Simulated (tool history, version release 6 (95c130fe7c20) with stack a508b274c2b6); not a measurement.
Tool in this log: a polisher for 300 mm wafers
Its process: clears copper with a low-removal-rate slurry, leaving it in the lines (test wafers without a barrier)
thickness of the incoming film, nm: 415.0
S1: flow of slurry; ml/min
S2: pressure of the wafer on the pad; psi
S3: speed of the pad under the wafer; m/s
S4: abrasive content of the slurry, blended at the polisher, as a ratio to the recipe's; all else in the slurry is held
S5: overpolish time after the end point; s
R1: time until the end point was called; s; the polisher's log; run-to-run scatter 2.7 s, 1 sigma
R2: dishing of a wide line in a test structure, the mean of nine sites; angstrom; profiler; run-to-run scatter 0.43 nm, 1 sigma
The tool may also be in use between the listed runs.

run,hour,S1,S2,S3,S4,S5,R1,R2
1,0.0,205,3.1,1.18,1.00,13,132.44,276.69
2,5.9,205,3.1,1.18,1.15,13,128.02,282.20
3,7.7,205,2.9,1.18,1.15,13,139.08,267.69
4,12.0,205,2.8,1.18,1.15,13,138.17,264.49
5,20.7,205,2.6,1.18,1.15,13,155.11,242.73
6,28.1,205,2.6,1.18,1.15,18,156.29,322.34
7,32.7,205,2.5,1.18,1.15,17,157.94,295.20

Predict the results of run 8:
8,39.4,205,2.4,1.18,1.15,16,?,?

Run 8 yielded R1 165.16 s, R2 271.71 angstrom.
